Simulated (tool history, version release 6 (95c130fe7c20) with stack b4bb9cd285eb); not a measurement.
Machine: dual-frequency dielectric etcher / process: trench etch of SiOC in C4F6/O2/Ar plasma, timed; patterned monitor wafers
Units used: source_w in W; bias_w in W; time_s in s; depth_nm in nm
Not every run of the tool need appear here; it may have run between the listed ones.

run	hour	source_w	bias_w	time_s	depth_nm
1	0	290	209	13	26.736
2	2.3	290	209	12	24.789
3	5.6	320	222	12	26.13
4	6.7	340	239	12	27.462
5	14.4	340	274	12	28.881
6	22.3	340	260	12	28.278
7	27.5	350	266	12	28.999
8	35.3	360	268	12	29.325
9	43	370	270	12	29.571

Forecast run 10:
10	47.5	380	273	12	?

depth_nm: 30.134 nm
